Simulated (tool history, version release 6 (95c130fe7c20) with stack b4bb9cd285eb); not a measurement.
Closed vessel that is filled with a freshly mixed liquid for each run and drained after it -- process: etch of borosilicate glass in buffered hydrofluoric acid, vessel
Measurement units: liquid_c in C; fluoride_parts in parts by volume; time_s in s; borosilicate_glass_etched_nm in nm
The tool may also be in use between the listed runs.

run	hour	liquid_c	fluoride_parts	time_s	borosilicate_glass_etched_nm
1	0.0	21.0	11.5	90	93.868
2	6.4	21.0	8.5	90	123.140
3	9.4	21.0	8.5	90	123.740
4	12.9	21.0	6.0	90	175.890
5	16.6	22.5	6.0	90	189.910
6	21.2	21.0	6.5	90	163.690
7	27.8	20.0	6.5	90	155.140
8	33.3	19.0	7.0	90	137.930

Predict the results of run 9:
9	35.6	17.0	7.5	90	?

borosilicate_glass_etched_nm: 113.650 nm
